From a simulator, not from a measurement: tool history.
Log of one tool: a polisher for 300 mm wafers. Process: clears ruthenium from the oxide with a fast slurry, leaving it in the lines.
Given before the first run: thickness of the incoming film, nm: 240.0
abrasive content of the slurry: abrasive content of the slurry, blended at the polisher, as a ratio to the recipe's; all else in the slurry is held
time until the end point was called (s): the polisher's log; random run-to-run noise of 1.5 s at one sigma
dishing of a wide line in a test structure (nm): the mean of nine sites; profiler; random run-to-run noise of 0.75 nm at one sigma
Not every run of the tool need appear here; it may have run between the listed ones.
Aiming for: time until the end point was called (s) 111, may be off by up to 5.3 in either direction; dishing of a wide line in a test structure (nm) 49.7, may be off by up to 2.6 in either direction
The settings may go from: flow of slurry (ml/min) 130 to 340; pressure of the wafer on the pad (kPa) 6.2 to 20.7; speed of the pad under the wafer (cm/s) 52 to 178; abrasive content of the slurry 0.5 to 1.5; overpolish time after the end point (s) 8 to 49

run	hour	flow of slurry (ml/min)	pressure of the wafer on the pad (kPa)	speed of the pad under the wafer (cm/s)	abrasive content of the slurry	overpolish time after the end point (s)	time until the end point was called (s)	dishing of a wide line in a test structure (nm)
1	0	220	13.1	114	1	25	75.107	54.23
2	6.9	220	13.1	114	0.9	25	77.503	53.181
3	11.5	200	13.1	114	0.9	25	79.535	51.745
4	16.6	200	13.1	114	0.8	25	80.265	48.9
5	19.3	200	12.4	114	0.8	26	84.433	49.606
6	21.7	170	12.4	114	0.8	26	87.816	49.3
7	29.6	170	11.7	114	0.8	27	91.897	48.196
8	34.2	170	11.7	114	0.8	27	91.206	47.317
9	39.3	170	11	114	0.8	28	96.767	49.173
10	39.9	170	9.7	114	0.85	29	102.91	44.88

Of the 5 settings listed for the next run, only one would bring every result within its allowed miss of target. Which one?
A	40.5	145	9.7	124	0.85	25	?	?
B	40.5	170	10.3	118	0.7	28	?	?
C	40.5	180	7.6	136	0.95	26	?	?
D	40.5	220	13.8	88	0.75	31	?	?
E	40.5	225	11	86	1.05	34	?	?

move	time until the end point was called (s)	dishing of a wide line in a test structure (nm)
A	99.512	42.545
B	101.36	46.22
C	101.87	43.138
D	99.897	51.075
E	111.06	50.488
A: misses by more than the last run did
B: as far off as the last run
C: misses by more than the last run did
D: corrects the largest miss of the last run, while another result sits out of spec
E: in spec on every target
E is the move that brings every result within its allowed miss.

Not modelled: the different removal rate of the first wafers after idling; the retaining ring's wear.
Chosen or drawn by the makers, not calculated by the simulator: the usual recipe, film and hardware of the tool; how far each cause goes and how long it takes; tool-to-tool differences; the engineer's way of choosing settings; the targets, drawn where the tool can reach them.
